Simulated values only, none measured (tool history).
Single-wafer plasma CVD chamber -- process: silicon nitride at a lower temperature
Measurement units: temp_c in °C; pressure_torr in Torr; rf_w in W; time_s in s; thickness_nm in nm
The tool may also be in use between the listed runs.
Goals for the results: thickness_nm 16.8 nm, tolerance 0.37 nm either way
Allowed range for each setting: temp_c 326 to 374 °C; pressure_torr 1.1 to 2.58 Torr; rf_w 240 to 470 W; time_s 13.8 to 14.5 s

{"run": 1, "hour": 0.0, "temp_c": 350, "pressure_torr": 1.84, "rf_w": 355, "time_s": 14.5, "thickness_nm": 19.179}
{"run": 2, "hour": 6.8, "temp_c": 350, "pressure_torr": 1.76, "rf_w": 350, "time_s": 14.5, "thickness_nm": 18.901}
{"run": 3, "hour": 15.6, "temp_c": 350, "pressure_torr": 1.98, "rf_w": 350, "time_s": 14.5, "thickness_nm": 19.512}
{"run": 4, "hour": 16.1, "temp_c": 350, "pressure_torr": 1.88, "rf_w": 345, "time_s": 14.5, "thickness_nm": 19.1}
{"run": 5, "hour": 22.8, "temp_c": 350, "pressure_torr": 1.79, "rf_w": 340, "time_s": 14.5, "thickness_nm": 18.701}
{"run": 6, "hour": 29.2, "temp_c": 342, "pressure_torr": 1.79, "rf_w": 340, "time_s": 14.5, "thickness_nm": 18.653}
{"run": 7, "hour": 31.1, "temp_c": 342, "pressure_torr": 1.72, "rf_w": 335, "time_s": 14.5, "thickness_nm": 18.348}
{"run": 8, "hour": 36.1, "temp_c": 342, "pressure_torr": 1.72, "rf_w": 335, "time_s": 14.5, "thickness_nm": 18.481}
{"run": 9, "hour": 38.5, "temp_c": 342, "pressure_torr": 1.66, "rf_w": 330, "time_s": 14.5, "thickness_nm": 18.119}
{"run": 10, "hour": 44.5, "temp_c": 342, "pressure_torr": 1.61, "rf_w": 325, "time_s": 14.5, "thickness_nm": 17.702}

Which of these 4 next moves meets every target?
{"run": "A", "hour": 50.5, "temp_c": 342, "pressure_torr": 1.65, "rf_w": 295, "time_s": 14.4, "thickness_nm": "?"}
{"run": "B", "hour": 50.5, "temp_c": 335, "pressure_torr": 1.58, "rf_w": 355, "time_s": 14.2, "thickness_nm": "?"}
{"run": "C", "hour": 50.5, "temp_c": 338, "pressure_torr": 1.86, "rf_w": 325, "time_s": 14.5, "thickness_nm": "?"}
{"run": "D", "hour": 50.5, "temp_c": 352, "pressure_torr": 1.72, "rf_w": 325, "time_s": 14.5, "thickness_nm": "?"}

move=A thickness_nm=16.849
move=B thickness_nm=18.204
move=C thickness_nm=18.497
move=D thickness_nm=18.01
A: hits every target within its allowed miss
B: its largest miss is bigger than the last run's
C: its largest miss is bigger than the last run's
D: its largest miss is bigger than the last run's
Go with A: it meets all targets.
